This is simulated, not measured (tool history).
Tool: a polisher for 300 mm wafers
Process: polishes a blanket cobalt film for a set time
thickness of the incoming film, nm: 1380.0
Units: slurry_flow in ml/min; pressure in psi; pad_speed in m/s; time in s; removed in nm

Run 1, day 0: slurry_flow 145 ml/min, pressure 2 psi, pad_speed 0.92 m/s, time 41 s. Result: removed 227.78 nm.
Run 2, day 0.229: slurry_flow 150 ml/min, pressure 2.3 psi, pad_speed 0.94 m/s, time 41 s. Result: removed 269.19 nm.
Run 3, day 0.329: slurry_flow 180 ml/min, pressure 2.3 psi, pad_speed 0.94 m/s, time 41 s. Result: removed 269.23 nm.
Run 4, day 0.683: slurry_flow 180 ml/min, pressure 2.5 psi, pad_speed 0.98 m/s, time 41 s. Result: removed 300.63 nm.
Run 5, day 0.879: slurry_flow 180 ml/min, pressure 2.5 psi, pad_speed 0.98 m/s, time 41 s. Result: removed 312.47 nm.
Run 6, day 1.004: slurry_flow 180 ml/min, pressure 2.5 psi, pad_speed 1.16 m/s, time 41 s. Result: removed 360.04 nm.

Run 7 comes next. What will it give?
Run 7, day 1.046: slurry_flow 180 ml/min, pressure 2.6 psi, pad_speed 1.16 m/s, time 41 s. Result: removed ?.

{"run 7": {"removed": 381.73}}

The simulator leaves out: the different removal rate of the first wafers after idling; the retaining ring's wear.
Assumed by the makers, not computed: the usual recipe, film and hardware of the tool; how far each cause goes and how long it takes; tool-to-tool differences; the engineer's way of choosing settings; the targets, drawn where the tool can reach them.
